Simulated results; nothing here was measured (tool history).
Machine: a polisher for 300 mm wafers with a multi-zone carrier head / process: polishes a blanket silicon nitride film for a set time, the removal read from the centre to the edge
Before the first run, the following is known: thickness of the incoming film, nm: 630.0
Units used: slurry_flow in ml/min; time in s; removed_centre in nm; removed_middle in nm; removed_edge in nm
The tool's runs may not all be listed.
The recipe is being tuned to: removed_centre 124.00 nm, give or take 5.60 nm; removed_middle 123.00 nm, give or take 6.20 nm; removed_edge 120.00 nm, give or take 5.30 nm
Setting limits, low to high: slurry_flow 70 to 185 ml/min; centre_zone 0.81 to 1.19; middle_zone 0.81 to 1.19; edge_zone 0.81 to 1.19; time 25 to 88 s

run  hour  slurry_flow  centre_zone  middle_zone  edge_zone  time  removed_centre  removed_middle  removed_edge
  1   0.0          120         1.00         1.00       1.00    56          188.09          191.32        200.90
  2   6.4          135         1.00         1.00       1.00    56          195.61          197.72        204.99
  3  15.0          130         1.00         1.00       0.96    49          169.85          173.46        172.05
  4  20.2          130         0.92         1.00       0.96    49          155.94          173.11        177.93
  5  27.1          125         0.94         0.98       0.93    45          145.73          156.14        158.74
     34.1  -- edge zone pressure recalibrated
  6  34.1          125         1.01         0.98       0.93    45          156.21          154.59        150.32
  7  41.8          115         1.00         0.96       0.90    44          143.49          145.21        140.85
  8  48.9           85         1.03         0.89       0.81    41          128.87          113.83        119.94

Which of these 4 next moves meets every target?
  A  56.0           85         1.00         0.95       0.81    41               ?               ?             ?
  B  56.0          100         0.92         0.86       0.86    39               ?               ?             ?
  C  56.0          120         1.06         1.04       0.81    35               ?               ?             ?
  D  56.0           75         1.17         0.83       0.83    42               ?               ?             ?

move  removed_centre  removed_middle  removed_edge
   A          121.60          121.79        120.62
   B          112.89          112.42        121.98
   C          123.77          124.15        110.14
   D          138.04          106.39        121.33
A: hits every target within its allowed miss
B: further off than the last run
C: the worst result of the last run now meets its target, but another is out of spec
D: further off than the last run
The move that meets every target is A.

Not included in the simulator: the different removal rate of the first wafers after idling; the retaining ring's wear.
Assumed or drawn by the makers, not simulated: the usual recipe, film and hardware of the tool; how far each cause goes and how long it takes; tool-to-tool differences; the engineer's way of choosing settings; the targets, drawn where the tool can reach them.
